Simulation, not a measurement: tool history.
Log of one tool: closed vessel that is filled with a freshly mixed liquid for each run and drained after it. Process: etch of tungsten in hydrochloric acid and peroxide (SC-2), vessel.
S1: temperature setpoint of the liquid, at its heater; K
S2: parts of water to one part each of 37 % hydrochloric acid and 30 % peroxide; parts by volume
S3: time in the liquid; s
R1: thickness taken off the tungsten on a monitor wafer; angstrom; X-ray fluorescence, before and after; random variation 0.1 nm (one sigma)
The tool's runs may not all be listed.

run,hour,S1,S2,S3,R1
1,0.0,324.15,6,100,312.86
2,8.8,326.65,6,100,376.84
3,17.0,326.65,7,100,330.04
4,23.0,325.65,7,100,308.32
5,30.8,325.65,7,105,324.06
6,38.8,324.65,7,105,303.12

Forecast run 7:
7,42.5,323.65,7,105,?

{"run 7": {"R1": 284.34}}
